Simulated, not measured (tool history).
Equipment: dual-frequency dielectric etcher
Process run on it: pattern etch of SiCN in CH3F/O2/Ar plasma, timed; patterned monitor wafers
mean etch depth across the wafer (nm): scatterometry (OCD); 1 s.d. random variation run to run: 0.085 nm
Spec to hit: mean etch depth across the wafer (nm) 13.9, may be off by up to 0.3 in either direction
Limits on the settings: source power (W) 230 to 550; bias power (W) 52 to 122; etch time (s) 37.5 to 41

run  hour  source power (W)  bias power (W)  etch time (s)  mean etch depth across the wafer (nm)
  1     0               390              87             41                                  16.63
  2   6.5               350              83             41                                 15.912
  3  11.9               350              83             41                                 15.859
  4  17.4               320              79             41                                 15.148
  5  22.9               320              79             41                                 15.077
  6  25.4               300              78             41                                 14.589
  7  28.6               290              78             41                                 14.711
  8  34.4               280              77             41                                 14.398

Which one of the following 5 next-run settings gets every result inside its allowed miss? There is exactly one.
  A  40.2               290              85           40.5                                      ?
  B  40.2               290              93           38.5                                      ?
  C  40.2               280              93           39.5                                      ?
  D  40.2               320              77             41                                      ?
  E  40.2               290              71           40.5                                      ?

move  mean etch depth across the wafer (nm)
   A                                 14.828
   B                                  14.57
   C                                 14.789
   D                                 14.939
   E                                 13.904
A: its largest miss is bigger than the last run's
B: its largest miss is bigger than the last run's
C: its largest miss is bigger than the last run's
D: its largest miss is bigger than the last run's
E: all results land within tolerance of their targets
E meets every target.
